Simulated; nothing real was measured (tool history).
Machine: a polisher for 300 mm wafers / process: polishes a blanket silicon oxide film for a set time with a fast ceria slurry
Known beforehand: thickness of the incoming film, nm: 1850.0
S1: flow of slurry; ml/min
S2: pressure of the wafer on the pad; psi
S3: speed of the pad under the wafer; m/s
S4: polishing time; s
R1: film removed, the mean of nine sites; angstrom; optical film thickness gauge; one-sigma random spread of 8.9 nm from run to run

Run 1, hour 0: S1 140 ml/min, S2 3.3 psi, S3 1.08 m/s, S4 18 s. Result: R1 3926 angstrom.
Run 2, hour 3.1: S1 140 ml/min, S2 3.3 psi, S3 1.18 m/s, S4 18 s. Result: R1 4255.1 angstrom.
Run 3, hour 7.7: S1 140 ml/min, S2 3.3 psi, S3 1.18 m/s, S4 18 s. Result: R1 4320.7 angstrom.
Run 4, hour 13.1: S1 140 ml/min, S2 3.9 psi, S3 1.18 m/s, S4 18 s. Result: R1 5030 angstrom.
Run 5, hour 17.1: S1 160 ml/min, S2 3.9 psi, S3 1.18 m/s, S4 18 s. Result: R1 5116.5 angstrom.
Run 6, hour 17.6: S1 160 ml/min, S2 3.9 psi, S3 0.94 m/s, S4 18 s. Result: R1 4071.9 angstrom.
Run 7, hour 24: S1 160 ml/min, S2 4.3 psi, S3 0.98 m/s, S4 18 s. Result: R1 4731.1 angstrom.

Run 8 comes next. What will it give?
Run 8, hour 30.3: S1 160 ml/min, S2 4.6 psi, S3 1 m/s, S4 18 s. Result: R1 ?.

R1: 5170.5 angstrom
